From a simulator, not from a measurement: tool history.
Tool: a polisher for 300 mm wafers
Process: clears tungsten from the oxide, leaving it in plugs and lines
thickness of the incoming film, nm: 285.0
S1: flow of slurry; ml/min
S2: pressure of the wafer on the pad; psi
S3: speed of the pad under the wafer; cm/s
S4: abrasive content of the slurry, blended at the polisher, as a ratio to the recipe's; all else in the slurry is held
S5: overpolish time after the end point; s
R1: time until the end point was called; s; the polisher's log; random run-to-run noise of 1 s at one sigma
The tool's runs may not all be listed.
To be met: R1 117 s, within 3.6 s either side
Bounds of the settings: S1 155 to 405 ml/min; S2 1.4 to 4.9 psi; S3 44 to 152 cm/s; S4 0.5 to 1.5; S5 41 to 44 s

run,hour,S1,S2,S3,S4,S5,R1
1,0,260,3.1,98,1,41,77.573
2,8.4,260,3.1,98,1.15,41,75.718
3,12.5,260,3.1,98,0.95,41,78.501
4,21.2,260,3.1,98,0.95,41,79.095
5,23,260,3.1,98,1.15,41,75.133
6,24.3,260,3.1,98,1.35,41,74.988
7,27.1,260,3.1,98,1.35,41,73.525
8,30.4,260,2.8,98,1.35,41,81.83
9,37.4,260,2.6,98,1.35,41,86.824
10,40.2,260,2.4,98,1.35,41,93.345
11,46.5,260,2.3,98,1.35,41,95.969
12,51.2,260,2.2,98,1.35,41,103.83
13,55.1,255,1.8,98,1.35,41,125.4
14,56.7,265,1.8,98,1.35,41,124.28
15,64.9,280,2,98,1.35,41,112

Next run, 5 choices. One meets every target within its allowed miss, the rest don't. Which?
A,73.1,215,2.2,100,1.25,44,?
B,73.1,215,2.6,82,1.3,43,?
C,73.1,325,2,104,1.5,41,?
D,73.1,255,1.9,90,1.4,41,?
E,73.1,285,1.9,100,1.25,41,?

move,R1
A,104.99
B,107.52
C,104.12
D,129.43
E,118.68
A: further off than the last run
B: further off than the last run
C: further off than the last run
D: the result that was furthest off in the last run now lies on the other side of its target
E: every result lands within tolerance
E meets every target.
